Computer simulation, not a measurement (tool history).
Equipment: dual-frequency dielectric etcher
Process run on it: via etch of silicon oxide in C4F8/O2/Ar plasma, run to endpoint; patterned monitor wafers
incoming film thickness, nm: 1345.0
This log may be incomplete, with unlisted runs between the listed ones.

run,day,source power (W),bias power (W),endpoint time (s)
1,0.000,1740,1796,273.10
2,0.117,1740,1602,283.70
3,0.238,2040,1602,263.73
4,0.408,2040,1428,271.41
5,0.446,2040,1232,281.22
6,0.667,2010,1229,283.87

For run 7, what comes out?
7,0.942,1990,1226,?

{"run 7": {"endpoint time (s)": 287.27}}

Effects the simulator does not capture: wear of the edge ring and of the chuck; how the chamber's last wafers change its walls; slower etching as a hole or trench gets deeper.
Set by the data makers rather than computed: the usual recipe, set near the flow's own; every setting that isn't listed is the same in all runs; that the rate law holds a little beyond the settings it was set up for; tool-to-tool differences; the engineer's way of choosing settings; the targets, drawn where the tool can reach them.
